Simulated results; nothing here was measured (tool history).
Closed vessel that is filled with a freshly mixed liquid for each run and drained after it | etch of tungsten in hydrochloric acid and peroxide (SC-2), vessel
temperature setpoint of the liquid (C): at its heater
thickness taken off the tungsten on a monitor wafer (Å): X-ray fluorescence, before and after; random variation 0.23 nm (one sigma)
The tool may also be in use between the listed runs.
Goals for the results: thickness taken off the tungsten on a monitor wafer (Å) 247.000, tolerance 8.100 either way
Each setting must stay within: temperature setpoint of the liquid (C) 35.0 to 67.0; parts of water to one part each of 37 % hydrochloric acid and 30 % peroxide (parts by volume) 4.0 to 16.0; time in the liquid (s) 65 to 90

run,hour,temperature setpoint of the liquid (C),parts of water to one part each of 37 % hydrochloric acid and 30 % peroxide (parts by volume),time in the liquid (s),thickness taken off the tungsten on a monitor wafer (Å)
1,0.0,51.0,9.0,90,136.120
2,8.2,51.0,7.0,90,167.890
3,12.0,51.0,8.0,90,150.070
4,13.4,51.0,8.0,65,108.490
5,16.9,44.5,8.0,65,69.567
6,22.6,44.5,10.0,65,59.624
7,27.6,46.5,10.0,65,65.778
8,34.4,54.5,8.5,65,128.140
9,36.2,55.5,8.5,65,138.240
10,42.9,56.5,8.5,65,147.450
11,47.5,57.5,8.5,65,158.720
12,50.7,58.5,8.5,65,168.910
13,56.6,59.0,8.5,65,176.660
14,65.4,59.5,8.5,65,183.060
15,67.3,60.0,8.5,65,183.210
16,69.1,60.5,8.5,65,189.300
17,76.3,61.0,8.5,65,197.620
18,80.0,61.0,8.5,65,192.780
19,89.3,61.5,8.5,65,203.250
20,96.2,62.0,8.5,65,210.780
21,97.1,62.5,8.5,65,212.400
22,98.8,63.0,8.5,65,224.870

Of the 4 settings listed for the next run, only one would bring every result within its allowed miss of target. Which one?
A,100.5,65.5,10.0,75,?
B,100.5,59.5,7.0,85,?
C,100.5,61.5,8.0,75,?
D,100.5,60.0,9.0,85,?

move,thickness taken off the tungsten on a monitor wafer (Å)
A,260.810
B,272.480
C,245.040
D,229.760
A: carries the result that was furthest off beyond its target, to the other side
B: carries the result that was furthest off beyond its target, to the other side
C: every result lands within tolerance
D: nearer than the last run, and not there yet
Correct choice: C, which meets every target
